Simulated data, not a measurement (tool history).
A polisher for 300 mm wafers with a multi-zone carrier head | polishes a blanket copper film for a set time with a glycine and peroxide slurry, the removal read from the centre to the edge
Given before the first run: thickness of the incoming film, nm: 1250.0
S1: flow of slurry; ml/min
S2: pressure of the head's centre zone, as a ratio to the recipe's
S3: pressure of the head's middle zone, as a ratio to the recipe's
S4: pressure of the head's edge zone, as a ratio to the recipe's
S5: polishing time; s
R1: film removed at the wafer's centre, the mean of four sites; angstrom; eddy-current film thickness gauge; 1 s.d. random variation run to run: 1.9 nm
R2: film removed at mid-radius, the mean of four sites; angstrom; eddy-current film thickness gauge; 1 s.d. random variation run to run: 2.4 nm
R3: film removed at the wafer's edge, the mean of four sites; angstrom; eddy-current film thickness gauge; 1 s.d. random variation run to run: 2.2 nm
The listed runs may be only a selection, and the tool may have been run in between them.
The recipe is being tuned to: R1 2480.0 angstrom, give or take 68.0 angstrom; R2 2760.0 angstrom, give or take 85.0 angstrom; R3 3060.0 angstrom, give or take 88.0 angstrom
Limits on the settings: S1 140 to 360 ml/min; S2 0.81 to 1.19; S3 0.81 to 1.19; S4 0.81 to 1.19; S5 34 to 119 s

| run | day | S1 | S2 | S3 | S4 | S5 | R1 | R2 | R3 |
|---|---|---|---|---|---|---|---|---|---|
| 1 | 0.000 | 230 | 1.00 | 1.00 | 1.00 | 76 | 3805.8 | 3819.0 | 3934.9 |
| 2 | 0.079 | 230 | 1.00 | 1.00 | 1.00 | 59 | 2955.9 | 2946.7 | 3037.4 |
| 3 | 0.383 | 220 | 0.97 | 0.99 | 1.01 | 59 | 2851.0 | 2913.5 | 3030.8 |
| 4 | 0.525 | 210 | 0.95 | 0.98 | 1.03 | 59 | 2790.6 | 2870.4 | 3053.9 |
| 5 | 0.704 | 210 | 0.95 | 0.98 | 1.03 | 46 | 2163.1 | 2248.1 | 2367.9 |
| 6 | 0.862 | 210 | 0.95 | 0.93 | 1.03 | 46 | 2150.4 | 2151.3 | 2354.0 |
| 7 | 0.912 | 220 | 0.94 | 0.95 | 1.06 | 48 | 2244.6 | 2310.1 | 2545.3 |
| 8 | 1.154 | 240 | 0.94 | 0.97 | 1.08 | 48 | 2268.8 | 2376.9 | 2564.2 |

Of the 5 settings listed for the next run, only one would bring every result within its allowed miss of target. Which one?
| A | 1.396 | 210 | 0.86 | 1.03 | 1.15 | 62 | ? | ? | ? |
| B | 1.396 | 225 | 0.89 | 0.97 | 1.12 | 56 | ? | ? | ? |
| C | 1.396 | 290 | 0.92 | 1.10 | 1.11 | 54 | ? | ? | ? |
| D | 1.396 | 195 | 0.88 | 0.94 | 1.02 | 61 | ? | ? | ? |
| E | 1.396 | 235 | 0.96 | 1.06 | 1.05 | 53 | ? | ? | ? |

| move | R1 | R2 | R3 |
|---|---|---|---|
| A | 2606.6 | 3136.6 | 3387.2 |
| B | 2463.5 | 2748.8 | 3043.1 |
| C | 2543.3 | 2975.4 | 2986.3 |
| D | 2589.7 | 2870.8 | 3115.2 |
| E | 2534.3 | 2776.7 | 2798.7 |
A: takes the biggest miss from the last run beyond its target
B: in spec on every target
C: the worst result of the last run now meets its target, but another is out of spec
D: the worst result of the last run now meets its target, but another is out of spec
E: nearer than the last run, and not there yet
B is the move that brings every result within its allowed miss.

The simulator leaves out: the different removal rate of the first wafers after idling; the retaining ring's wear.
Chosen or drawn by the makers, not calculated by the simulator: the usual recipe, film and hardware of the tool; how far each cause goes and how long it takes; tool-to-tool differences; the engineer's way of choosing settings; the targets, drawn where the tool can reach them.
